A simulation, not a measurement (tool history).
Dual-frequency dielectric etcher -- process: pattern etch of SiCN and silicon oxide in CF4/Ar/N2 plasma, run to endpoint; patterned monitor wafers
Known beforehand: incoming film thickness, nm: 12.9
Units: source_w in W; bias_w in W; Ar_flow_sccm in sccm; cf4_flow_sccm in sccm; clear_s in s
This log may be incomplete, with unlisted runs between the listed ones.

{"run": 1, "day": 0.0, "source_w": 540, "bias_w": 84, "Ar_flow_sccm": 108, "cf4_flow_sccm": 77, "clear_s": 12.085}
{"run": 2, "day": 0.329, "source_w": 540, "bias_w": 91, "Ar_flow_sccm": 108, "cf4_flow_sccm": 77, "clear_s": 11.739}
{"run": 3, "day": 0.45, "source_w": 550, "bias_w": 91, "Ar_flow_sccm": 108, "cf4_flow_sccm": 77, "clear_s": 11.459}
{"run": 4, "day": 0.529, "source_w": 550, "bias_w": 91, "Ar_flow_sccm": 123, "cf4_flow_sccm": 77, "clear_s": 11.503}
{"run": 5, "day": 0.625, "source_w": 550, "bias_w": 82, "Ar_flow_sccm": 123, "cf4_flow_sccm": 77, "clear_s": 12.047}
{"run": 6, "day": 0.754, "source_w": 560, "bias_w": 82, "Ar_flow_sccm": 123, "cf4_flow_sccm": 77, "clear_s": 11.745}

The next listed run, before its measurement:
{"run": 7, "day": 0.854, "source_w": 570, "bias_w": 82, "Ar_flow_sccm": 123, "cf4_flow_sccm": 77, "clear_s": "?"}

Logged for run 7: clear_s 11.747 s.
